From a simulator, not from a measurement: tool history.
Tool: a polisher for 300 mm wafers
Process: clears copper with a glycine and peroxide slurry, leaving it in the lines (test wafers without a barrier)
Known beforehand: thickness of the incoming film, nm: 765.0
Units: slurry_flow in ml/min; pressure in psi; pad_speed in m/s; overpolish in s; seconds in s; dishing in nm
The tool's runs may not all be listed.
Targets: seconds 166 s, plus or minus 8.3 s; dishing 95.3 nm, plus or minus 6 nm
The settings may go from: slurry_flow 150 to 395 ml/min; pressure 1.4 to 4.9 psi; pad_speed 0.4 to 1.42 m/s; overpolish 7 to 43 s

{"run": 1, "hour": 0.0, "slurry_flow": 250, "pressure": 3.1, "pad_speed": 0.9, "overpolish": 22, "seconds": 113.8, "dishing": 85.329}
{"run": 2, "hour": 6.2, "slurry_flow": 250, "pressure": 3.1, "pad_speed": 0.74, "overpolish": 22, "seconds": 129.33, "dishing": 75.028}
{"run": 3, "hour": 8.4, "slurry_flow": 250, "pressure": 3.1, "pad_speed": 0.74, "overpolish": 15, "seconds": 133.14, "dishing": 54.179}
{"run": 4, "hour": 14.6, "slurry_flow": 250, "pressure": 2.7, "pad_speed": 0.74, "overpolish": 15, "seconds": 146.58, "dishing": 49.984}
{"run": 5, "hour": 22.5, "slurry_flow": 250, "pressure": 2.7, "pad_speed": 0.74, "overpolish": 7, "seconds": 148.72, "dishing": 25.268}
{"run": 6, "hour": 24.1, "slurry_flow": 250, "pressure": 2.8, "pad_speed": 0.7, "overpolish": 9, "seconds": 145.95, "dishing": 31.948}
{"run": 7, "hour": 30.2, "slurry_flow": 250, "pressure": 2.8, "pad_speed": 0.66, "overpolish": 11, "seconds": 154.62, "dishing": 35.243}
{"hour": 35.0, "done": "head pressure recalibrated"}
{"run": 8, "hour": 35.0, "slurry_flow": 250, "pressure": 2.8, "pad_speed": 0.64, "overpolish": 13, "seconds": 167.46, "dishing": 37.565}

Consider the 4 candidate settings below. Which is the only one whose results all fall within their allowed miss of target?
{"run": "A", "hour": 39.8, "slurry_flow": 185, "pressure": 2.7, "pad_speed": 0.72, "overpolish": 22, "seconds": "?", "dishing": "?"}
{"run": "B", "hour": 39.8, "slurry_flow": 245, "pressure": 2.5, "pad_speed": 0.72, "overpolish": 22, "seconds": "?", "dishing": "?"}
{"run": "C", "hour": 39.8, "slurry_flow": 250, "pressure": 3, "pad_speed": 0.64, "overpolish": 26, "seconds": "?", "dishing": "?"}
{"run": "D", "hour": 39.8, "slurry_flow": 230, "pressure": 2.3, "pad_speed": 0.8, "overpolish": 37, "seconds": "?", "dishing": "?"}

move=A seconds=165.5 dishing=63.113
move=B seconds=168.64 dishing=61.952
move=C seconds=162.2 dishing=74.279
move=D seconds=165.96 dishing=93.543
A: closer than the last run, but not yet in spec
B: closer than the last run, but not yet in spec
C: closer than the last run, but not yet in spec
D: hits every target within its allowed miss
D is the move that brings every result within its allowed miss.

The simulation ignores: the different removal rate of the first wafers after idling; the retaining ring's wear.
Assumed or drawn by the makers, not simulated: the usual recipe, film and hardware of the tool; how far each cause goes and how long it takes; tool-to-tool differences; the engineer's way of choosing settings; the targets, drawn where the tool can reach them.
